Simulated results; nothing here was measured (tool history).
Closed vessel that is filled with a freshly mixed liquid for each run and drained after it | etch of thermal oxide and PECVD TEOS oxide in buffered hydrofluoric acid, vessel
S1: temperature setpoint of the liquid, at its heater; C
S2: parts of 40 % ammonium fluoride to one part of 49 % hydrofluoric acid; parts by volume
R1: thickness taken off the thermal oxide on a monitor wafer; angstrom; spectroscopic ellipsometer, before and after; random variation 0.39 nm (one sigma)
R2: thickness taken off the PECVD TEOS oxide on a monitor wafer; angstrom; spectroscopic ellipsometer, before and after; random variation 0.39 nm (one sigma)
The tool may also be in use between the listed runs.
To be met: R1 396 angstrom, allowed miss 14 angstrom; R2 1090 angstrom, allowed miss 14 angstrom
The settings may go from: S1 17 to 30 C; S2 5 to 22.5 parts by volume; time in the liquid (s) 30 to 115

{"run": 1, "hour": 0.0, "S1": 22, "S2": 13.5, "time in the liquid (s)": 60, "R1": 405.46, "R2": 1130}
{"run": 2, "hour": 7.0, "S1": 22, "S2": 16.5, "time in the liquid (s)": 60, "R1": 331.66, "R2": 923.57}
{"run": 3, "hour": 15.1, "S1": 23, "S2": 16.5, "time in the liquid (s)": 60, "R1": 357.21, "R2": 966.05}
{"run": 4, "hour": 23.6, "S1": 23.5, "S2": 16.5, "time in the liquid (s)": 60, "R1": 363.21, "R2": 996.8}
{"run": 5, "hour": 24.8, "S1": 24, "S2": 16.5, "time in the liquid (s)": 60, "R1": 374.9, "R2": 1025.7}
{"run": 6, "hour": 27.1, "S1": 24, "S2": 14.5, "time in the liquid (s)": 60, "R1": 424.9, "R2": 1164.9}
{"run": 7, "hour": 28.6, "S1": 23.5, "S2": 14.5, "time in the liquid (s)": 60, "R1": 407.87, "R2": 1135.8}
{"run": 8, "hour": 36.1, "S1": 23, "S2": 14.5, "time in the liquid (s)": 60, "R1": 408.9, "R2": 1108.2}
{"hour": 44.7, "done": "hydrofluoric acid flow meter replaced"}
{"run": 9, "hour": 44.7, "S1": 22.5, "S2": 14.5, "time in the liquid (s)": 60, "R1": 409.11, "R2": 1156.1}
{"run": 10, "hour": 53.0, "S1": 22.5, "S2": 15, "time in the liquid (s)": 60, "R1": 410.07, "R2": 1119}

4 next moves are on the table. One of them brings every result within its allowed miss. Which?
{"run": "A", "hour": 61.3, "S1": 17, "S2": 22.5, "time in the liquid (s)": 115, "R1": "?", "R2": "?"}
{"run": "B", "hour": 61.3, "S1": 21.5, "S2": 14.5, "time in the liquid (s)": 65, "R1": "?", "R2": "?"}
{"run": "C", "hour": 61.3, "S1": 22.5, "S2": 17, "time in the liquid (s)": 70, "R1": "?", "R2": "?"}
{"run": "D", "hour": 61.3, "S1": 26, "S2": 12, "time in the liquid (s)": 40, "R1": "?", "R2": "?"}

move=A R1=402.42 R2=1093.2
move=B R1=436.71 R2=1186.4
move=C R1=425.04 R2=1154.7
move=D R1=413.73 R2=1124
A: meets every target
B: further off than the last run
C: further off than the last run
D: further off than the last run
The right move is A.

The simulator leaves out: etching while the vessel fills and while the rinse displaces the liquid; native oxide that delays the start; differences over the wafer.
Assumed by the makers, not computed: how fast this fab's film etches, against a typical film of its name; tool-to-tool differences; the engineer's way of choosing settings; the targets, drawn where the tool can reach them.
